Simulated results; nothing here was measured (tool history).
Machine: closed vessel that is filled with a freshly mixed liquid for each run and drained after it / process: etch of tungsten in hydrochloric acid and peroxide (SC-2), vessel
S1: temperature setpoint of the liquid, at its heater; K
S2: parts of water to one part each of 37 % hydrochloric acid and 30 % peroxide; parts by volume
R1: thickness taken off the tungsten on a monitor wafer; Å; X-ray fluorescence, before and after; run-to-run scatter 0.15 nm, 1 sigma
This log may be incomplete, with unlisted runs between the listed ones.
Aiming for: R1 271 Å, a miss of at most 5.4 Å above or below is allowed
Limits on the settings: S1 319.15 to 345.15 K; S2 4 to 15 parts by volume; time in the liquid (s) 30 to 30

run 1 day=0 | S1=335.15 S2=8.5 time_in_the_liquid_(s)=30 | R1=178.3
run 2 day=0.138 | S1=328.15 S2=8.5 time_in_the_liquid_(s)=30 | R1=115.19
run 3 day=0.483 | S1=328.15 S2=8.5 time_in_the_liquid_(s)=30 | R1=114.36
run 4 day=0.508 | S1=332.65 S2=8.5 time_in_the_liquid_(s)=30 | R1=153.16
run 5 day=0.671 | S1=325.65 S2=8.5 time_in_the_liquid_(s)=30 | R1=98.079
run 6 day=1.042 | S1=325.65 S2=5.5 time_in_the_liquid_(s)=30 | R1=136.25
run 7 day=1.362 | S1=329.65 S2=5.5 time_in_the_liquid_(s)=30 | R1=179.54
run 8 day=1.471 | S1=331.65 S2=5.5 time_in_the_liquid_(s)=30 | R1=201.12
run 9 day=1.625 | S1=333.15 S2=5.5 time_in_the_liquid_(s)=30 | R1=221.53
run 10 day=1.771 | S1=334.15 S2=5.5 time_in_the_liquid_(s)=30 | R1=232.81
run 11 day=1.938 | S1=335.15 S2=5.5 time_in_the_liquid_(s)=30 | R1=248.26
run 12 day=2.112 | S1=335.65 S2=5.5 time_in_the_liquid_(s)=30 | R1=258.39

4 next moves are on the table. One of them brings every result within its allowed miss. Which?
run A day=2.288 | S1=331.15 S2=4 time_in_the_liquid_(s)=30 | R1=?
run B day=2.288 | S1=334.15 S2=4.5 time_in_the_liquid_(s)=30 | R1=?
run C day=2.288 | S1=334.65 S2=4.5 time_in_the_liquid_(s)=30 | R1=?
run D day=2.288 | S1=339.15 S2=8 time_in_the_liquid_(s)=30 | R1=?

move=A R1=242.69
move=B R1=270.57
move=C R1=279.12
move=D R1=239.11
A: its largest miss is bigger than the last run's
B: hits every target within its allowed miss
C: pushes the last run's worst result past its target
D: its largest miss is bigger than the last run's
Go with B: it meets all targets.
